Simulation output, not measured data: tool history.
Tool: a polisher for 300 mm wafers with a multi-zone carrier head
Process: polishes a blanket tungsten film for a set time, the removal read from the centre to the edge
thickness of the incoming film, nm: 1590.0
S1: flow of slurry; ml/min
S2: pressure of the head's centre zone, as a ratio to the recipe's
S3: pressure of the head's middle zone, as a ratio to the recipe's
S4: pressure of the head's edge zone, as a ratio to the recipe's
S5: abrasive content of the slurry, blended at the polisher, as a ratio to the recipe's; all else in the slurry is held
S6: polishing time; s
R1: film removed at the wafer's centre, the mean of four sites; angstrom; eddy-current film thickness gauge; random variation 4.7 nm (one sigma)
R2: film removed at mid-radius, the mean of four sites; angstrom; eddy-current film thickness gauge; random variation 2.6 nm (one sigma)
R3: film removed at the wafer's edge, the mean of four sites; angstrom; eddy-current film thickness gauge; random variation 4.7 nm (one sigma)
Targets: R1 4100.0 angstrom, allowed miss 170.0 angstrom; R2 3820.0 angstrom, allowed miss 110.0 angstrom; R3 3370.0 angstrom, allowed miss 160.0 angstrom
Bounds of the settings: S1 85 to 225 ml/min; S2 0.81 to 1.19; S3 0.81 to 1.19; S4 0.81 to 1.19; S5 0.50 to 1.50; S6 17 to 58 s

run	hour	S1	S2	S3	S4	S5	S6	R1	R2	R3
1	0.0	145	1.00	1.00	1.00	1.00	37	2647.6	2597.4	2556.2
2	1.9	160	1.04	1.04	1.02	1.15	38	2932.5	2887.2	2784.0
3	4.5	160	1.04	1.04	1.02	1.15	33	2540.8	2510.4	2443.4
4	8.1	160	1.09	1.04	1.02	1.15	33	2706.5	2492.0	2433.9
5	13.8	160	1.09	1.04	1.02	1.35	33	2718.3	2566.7	2421.5
6	21.7	170	1.11	1.07	1.03	1.40	35	3032.8	2876.0	2630.2
7	26.9	180	1.13	1.09	1.06	1.45	36	3270.1	3028.7	2808.3
8	29.3	190	1.14	1.11	1.07	1.45	37	3383.9	3208.4	2976.2
9	34.9	195	1.15	1.12	1.06	1.45	38	3517.5	3329.7	2972.2
10	39.0	200	1.16	1.13	1.07	1.45	39	3680.0	3463.8	3136.5
11	46.1	205	1.17	1.14	1.07	1.45	40	3924.6	3617.7	3254.7
12	54.9	205	1.17	1.14	1.07	1.45	40	3831.2	3545.4	3208.2
13	60.3	210	1.18	1.15	1.07	1.45	40	3933.1	3605.9	3205.8
14	62.5	210	1.18	1.16	1.08	1.45	40	3814.8	3632.2	3203.5

Which of these 4 next moves meets every target?
A	64.7	165	1.12	1.18	1.16	1.40	47	?	?	?
B	64.7	180	1.19	1.15	1.05	1.50	43	?	?	?
C	64.7	225	1.13	1.19	1.17	1.50	44	?	?	?
D	64.7	210	1.11	1.16	1.07	1.50	42	?	?	?

move	R1	R2	R3
A	4098.3	4158.3	3809.6
B	4110.4	3834.6	3398.9
C	4145.8	4172.4	3764.9
D	3845.2	3864.8	3410.7
A: takes the result that was furthest off past its target
B: meets every target
C: takes the result that was furthest off past its target
D: brings the result that was furthest off to its target, and leaves another outside
The right move is B.
